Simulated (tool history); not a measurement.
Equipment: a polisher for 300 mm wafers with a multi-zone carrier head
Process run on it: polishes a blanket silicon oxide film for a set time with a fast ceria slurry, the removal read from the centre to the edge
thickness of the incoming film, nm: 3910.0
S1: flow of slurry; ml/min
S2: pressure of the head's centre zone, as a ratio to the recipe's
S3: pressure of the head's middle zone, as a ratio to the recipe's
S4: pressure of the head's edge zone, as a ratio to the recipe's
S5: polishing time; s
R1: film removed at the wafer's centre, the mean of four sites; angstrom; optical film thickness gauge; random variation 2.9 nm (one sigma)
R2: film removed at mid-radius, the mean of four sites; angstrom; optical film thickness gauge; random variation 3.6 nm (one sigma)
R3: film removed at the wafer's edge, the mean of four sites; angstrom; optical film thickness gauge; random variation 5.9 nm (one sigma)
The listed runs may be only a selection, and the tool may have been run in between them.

Run 1, day 0: S1 260 ml/min, S2 1, S3 1, S4 1, S5 65 s. Result: R1 8046.8 angstrom, R2 7945.7 angstrom, R3 7974 angstrom.
Run 2, day 0.15: S1 260 ml/min, S2 0.92, S3 1, S4 1, S5 65 s. Result: R1 7416.7 angstrom, R2 8021.3 angstrom, R3 7886 angstrom.
Run 3, day 0.362: S1 260 ml/min, S2 0.92, S3 1, S4 1.07, S5 65 s. Result: R1 7435.9 angstrom, R2 8006.1 angstrom, R3 8138.2 angstrom.
Run 4, day 0.496: S1 260 ml/min, S2 0.97, S3 1, S4 1.07, S5 65 s. Result: R1 7808.2 angstrom, R2 7936 angstrom, R3 8110.2 angstrom.
Run 5, day 0.692: S1 260 ml/min, S2 0.97, S3 1, S4 1.1, S5 65 s. Result: R1 7802.7 angstrom, R2 7905.8 angstrom, R3 8218.2 angstrom.
Run 6, day 0.888: S1 255 ml/min, S2 0.96, S3 1, S4 1.06, S5 59 s. Result: R1 7024.8 angstrom, R2 7279.4 angstrom, R3 7424.1 angstrom.
Run 7, day 0.992: S1 245 ml/min, S2 0.95, S3 0.99, S4 1.02, S5 54 s. Result: R1 6249.4 angstrom, R2 6573.5 angstrom, R3 6546.9 angstrom.
Run 8, day 1.104: S1 205 ml/min, S2 0.85, S3 0.89, S4 0.92, S5 36 s. Result: R1 3652.3 angstrom, R2 3913.4 angstrom, R3 4102.9 angstrom.
Run 9, day 1.15: S1 225 ml/min, S2 0.85, S3 0.9, S4 0.91, S5 36 s. Result: R1 3715.8 angstrom, R2 3958.2 angstrom, R3 4201.3 angstrom.
Run 10, day 1.279: S1 230 ml/min, S2 0.86, S3 0.92, S4 0.9, S5 36 s. Result: R1 3756 angstrom, R2 4049.7 angstrom, R3 4070.3 angstrom.
Run 11, day 1.496: S1 245 ml/min, S2 0.86, S3 0.93, S4 0.9, S5 36 s. Result: R1 3804.6 angstrom, R2 4110.6 angstrom, R3 4003.5 angstrom.
Run 12, day 1.812: S1 250 ml/min, S2 0.86, S3 0.94, S4 0.91, S5 36 s. Result: R1 3777.3 angstrom, R2 4195.2 angstrom, R3 4204.9 angstrom.

Run 13 has not been measured yet. What should we expect?
Run 13, day 2.129: S1 255 ml/min, S2 0.87, S3 0.95, S4 0.91, S5 36 s. Result: R1 ?, R2 ?, R3 ?.

R1: 3859.3 angstrom
R2: 4190 angstrom
R3: 4106.7 angstrom
